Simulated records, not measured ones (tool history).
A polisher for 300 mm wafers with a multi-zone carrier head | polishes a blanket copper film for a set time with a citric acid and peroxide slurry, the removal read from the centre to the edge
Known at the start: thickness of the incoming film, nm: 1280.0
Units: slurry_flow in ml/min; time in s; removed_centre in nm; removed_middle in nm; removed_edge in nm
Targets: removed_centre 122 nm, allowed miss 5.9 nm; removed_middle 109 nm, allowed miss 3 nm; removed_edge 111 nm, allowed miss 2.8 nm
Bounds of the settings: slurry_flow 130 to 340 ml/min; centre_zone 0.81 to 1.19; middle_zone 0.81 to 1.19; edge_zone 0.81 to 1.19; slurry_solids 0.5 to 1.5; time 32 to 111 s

run  hour  slurry_flow  centre_zone  middle_zone  edge_zone  slurry_solids  time  removed_centre  removed_middle  removed_edge
  1     0          220            1            1          1              1    71          103.41          93.486        95.277
  2   1.1          235         1.02         1.02       1.05           1.05    71           108.4          98.366        100.25
  3   5.6          235         1.02         1.02       1.05           1.05    82          125.78          112.24        116.27
  4   6.6          235         1.02         1.02       1.09           1.05    82          125.89          114.34        117.04
  5  12.8          215         1.02         1.02       1.09           1.05    82          124.29          111.85        115.65
  6  18.9          215         1.08         1.02       1.09           1.05    82          130.93          112.13        116.43
  7  23.3          205         1.07         1.02       1.08           1.05    82          129.03          109.87        114.58
  8  29.4          200         1.06         1.03       1.07           1.05    82          129.25          113.08        114.97
       32  -- centre zone pressure recalibrated
  9    32          195         1.05         1.02       1.06           1.05    82          113.86           110.3        114.35
 10  36.3          200         1.05         1.02       1.05              1    82          117.88          110.71        112.57

5 next moves are on the table. One of them brings every result within its allowed miss. Which?
  A  40.6          175         1.01         0.99       1.05              1    85               ?               ?             ?
  B  40.6          205         1.04         1.03       1.08            1.1    79               ?               ?             ?
  C  40.6          225         1.06          1.1       1.06           0.95    80               ?               ?             ?
  D  40.6          160         0.98          0.9       0.85            1.2    94               ?               ?             ?
  E  40.6          245         1.13         1.03       1.08           1.05    77               ?               ?             ?

move  removed_centre  removed_middle  removed_edge
   A          110.78          109.32        116.22
   B          110.83          109.45        113.39
   C          112.88          115.43        111.58
   D          120.95          113.94        119.35
   E          119.35          108.08         111.4
A: further off than the last run
B: further off than the last run
C: further off than the last run
D: brings the result that was furthest off to its target, and leaves another outside
E: meets every target
Move E is the one to make.
